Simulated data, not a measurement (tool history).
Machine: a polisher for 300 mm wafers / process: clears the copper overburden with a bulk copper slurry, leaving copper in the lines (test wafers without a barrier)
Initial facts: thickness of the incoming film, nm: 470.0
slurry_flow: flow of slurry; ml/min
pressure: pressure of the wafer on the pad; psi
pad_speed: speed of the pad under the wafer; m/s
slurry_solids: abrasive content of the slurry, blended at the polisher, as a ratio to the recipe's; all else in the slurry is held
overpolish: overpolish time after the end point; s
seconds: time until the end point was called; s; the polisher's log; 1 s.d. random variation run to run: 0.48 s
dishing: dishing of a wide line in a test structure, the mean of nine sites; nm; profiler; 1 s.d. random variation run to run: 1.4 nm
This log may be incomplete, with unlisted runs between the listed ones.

run  hour  slurry_flow  pressure  pad_speed  slurry_solids  overpolish  seconds  dishing
  1   0.0          210       1.7       1.04            1.0          19   93.339   55.649
  2   3.3          210       1.7       0.82            1.0          19  112.480   48.418
  3   8.9          215       1.9       0.86            1.0          20   98.467   55.389
  4  15.2          215       2.1       0.92            1.0          20   83.540   62.430
  5  16.5          215       2.2       0.96            1.0          21   77.887   68.421
  6  19.7          215       2.2       0.96            1.0          18   78.600   61.760
  7  28.4          215       2.3       1.00            1.0          19   72.068   67.508
  8  30.6          215       2.4       1.02            1.0          20   67.158   68.972
  9  34.9          220       2.5       1.04            1.0          21   65.084   77.097
 10  41.2          220       2.5       1.08            1.0          21   61.806   78.780
 11  44.8          220       2.5       1.10            1.0          21   61.274   76.414
 12  46.2          220       2.5       1.12            1.0          22   61.217   79.339
 13  53.7          220       2.5       1.12            1.0          22   61.028   79.095
 14  54.3          220       2.5       1.14            1.0          23   60.534   82.576
 15  60.3          220       2.5       1.14            1.0          23   60.073   82.940

Expected results for the next run?
 16  65.5          220       2.5       1.16            1.0          23        ?        ?

seconds: 59.054 s
dishing: 82.872 nm
